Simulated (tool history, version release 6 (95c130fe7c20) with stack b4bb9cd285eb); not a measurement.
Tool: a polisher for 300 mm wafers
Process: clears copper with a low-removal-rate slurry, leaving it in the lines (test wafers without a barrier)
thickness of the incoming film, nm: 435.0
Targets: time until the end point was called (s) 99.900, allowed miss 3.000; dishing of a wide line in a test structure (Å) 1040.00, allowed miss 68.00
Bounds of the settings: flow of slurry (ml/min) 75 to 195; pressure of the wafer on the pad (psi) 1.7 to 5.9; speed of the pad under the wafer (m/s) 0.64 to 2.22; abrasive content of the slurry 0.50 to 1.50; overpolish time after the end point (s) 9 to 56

run	hour	flow of slurry (ml/min)	pressure of the wafer on the pad (psi)	speed of the pad under the wafer (m/s)	abrasive content of the slurry	overpolish time after the end point (s)	time until the end point was called (s)	dishing of a wide line in a test structure (Å)
1	0.0	125	3.8	1.42	1.00	29	109.820	751.56
2	2.8	125	3.8	1.24	1.00	29	121.270	679.73
3	7.6	125	4.7	1.24	1.00	29	98.409	807.82
4	13.5	125	4.7	1.24	1.20	29	91.497	842.05
5	15.7	120	4.7	1.24	1.20	31	93.941	901.71
6	21.1	115	4.7	1.24	1.20	32	93.516	915.51
7	21.9	110	4.7	1.24	1.20	33	96.878	903.94
8	28.2	110	4.7	1.24	1.20	34	94.770	945.18
9	34.5	105	4.7	1.24	1.20	35	97.099	939.11

5 next moves are on the table. One of them brings every result within its allowed miss. Which?
A	40.8	115	5.7	1.14	0.80	31	?	?
B	40.8	135	5.3	0.84	1.50	52	?	?
C	40.8	115	4.8	1.12	1.15	41	?	?
D	40.8	115	5.6	1.06	1.25	37	?	?
E	40.8	80	5.6	1.14	1.30	32	?	?

move	time until the end point was called (s)	dishing of a wide line in a test structure (Å)
A	94.752	940.24
B	99.134	1213.50
C	101.180	1046.30
D	88.146	1090.40
E	92.051	975.16
A: further off than the last run
B: takes the result that was furthest off past its target
C: meets every target
D: brings the result that was furthest off to its target, and leaves another outside
E: brings the result that was furthest off to its target, and leaves another outside
Move C is the one to make.
